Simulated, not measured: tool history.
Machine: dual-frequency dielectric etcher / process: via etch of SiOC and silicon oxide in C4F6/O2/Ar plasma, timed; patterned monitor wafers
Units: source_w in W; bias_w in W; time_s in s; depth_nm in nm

run 1 hour=0 | source_w=390 bias_w=165 time_s=80.5 | depth_nm=81.913
run 2 hour=2 | source_w=390 bias_w=165 time_s=80.5 | depth_nm=82.848
run 3 hour=5.5 | source_w=420 bias_w=167 time_s=80.5 | depth_nm=84.334
run 4 hour=6.4 | source_w=420 bias_w=167 time_s=84 | depth_nm=89.124
run 5 hour=9.6 | source_w=370 bias_w=167 time_s=84 | depth_nm=84.4
run 6 hour=15.3 | source_w=370 bias_w=167 time_s=80.5 | depth_nm=80.95

Run 7, settings as shown, results not yet in. Your forecast:
run 7 hour=16.8 | source_w=400 bias_w=170 time_s=80.5 | depth_nm=?

Logged for run 7: depth_nm 83.792 nm.
